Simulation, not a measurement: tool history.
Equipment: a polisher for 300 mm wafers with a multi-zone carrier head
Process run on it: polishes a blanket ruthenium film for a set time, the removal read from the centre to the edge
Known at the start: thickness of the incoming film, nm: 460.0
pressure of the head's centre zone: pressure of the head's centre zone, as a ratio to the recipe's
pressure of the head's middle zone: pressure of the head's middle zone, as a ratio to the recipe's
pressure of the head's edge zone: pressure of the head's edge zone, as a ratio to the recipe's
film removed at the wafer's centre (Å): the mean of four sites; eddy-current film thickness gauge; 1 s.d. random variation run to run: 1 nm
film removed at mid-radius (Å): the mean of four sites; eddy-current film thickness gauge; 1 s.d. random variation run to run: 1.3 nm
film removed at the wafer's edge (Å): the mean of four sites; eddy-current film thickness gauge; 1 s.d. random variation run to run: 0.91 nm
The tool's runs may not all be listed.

run  hour  flow of slurry (ml/min)  pressure of the head's centre zone  pressure of the head's middle zone  pressure of the head's edge zone  polishing time (s)  film removed at the wafer's centre (Å)  film removed at mid-radius (Å)  film removed at the wafer's edge (Å)
  1     0                      265                                   1                                   1                                 1                  34                                  598.26                          604.55                                588.15
  2   5.6                      270                                1.01                                1.02                                 1                  35                                  605.46                          608.03                                632.89
  3  10.1                      265                                0.99                                   1                              0.98                  37                                  631.28                          643.88                                641.84
  4  15.6                      265                                1.07                                   1                              0.98                  37                                  683.42                          644.13                                 648.1
  5  17.7                      255                                1.08                                1.02                              0.96                  38                                  694.62                          681.76                                657.01
  6  18.3                      255                                1.09                                1.03                              0.95                  39                                  728.72                          698.35                                667.65

Predict the results of run 7:
  7  21.8                      250                                1.09                                1.05                              0.94                  40                                       ?                               ?                                     ?

{"run 7": {"film removed at the wafer's centre (Å)": 746.32, "film removed at mid-radius (Å)": 720.63, "film removed at the wafer's edge (Å)": 679.61}}
